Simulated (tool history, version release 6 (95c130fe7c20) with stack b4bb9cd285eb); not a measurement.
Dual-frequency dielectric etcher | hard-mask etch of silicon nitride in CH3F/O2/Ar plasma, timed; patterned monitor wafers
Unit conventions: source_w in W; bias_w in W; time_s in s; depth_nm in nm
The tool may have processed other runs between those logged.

run    day  source_w  bias_w  time_s  depth_nm
  1      0       290      80     150    104.42
  2  0.071       310      84   150.5    110.17
  3  0.162       330      85   150.5    113.38
  4  0.267       330      85     150    114.06
  5  0.633       330      85     150    114.31
  6  0.788       330      79     150    110.42
  7  1.042       350      81     150    114.07

The next listed run, before its measurement:
  8  1.242       360      83     150         ?

Run 8 measured depth_nm 116.73 nm.

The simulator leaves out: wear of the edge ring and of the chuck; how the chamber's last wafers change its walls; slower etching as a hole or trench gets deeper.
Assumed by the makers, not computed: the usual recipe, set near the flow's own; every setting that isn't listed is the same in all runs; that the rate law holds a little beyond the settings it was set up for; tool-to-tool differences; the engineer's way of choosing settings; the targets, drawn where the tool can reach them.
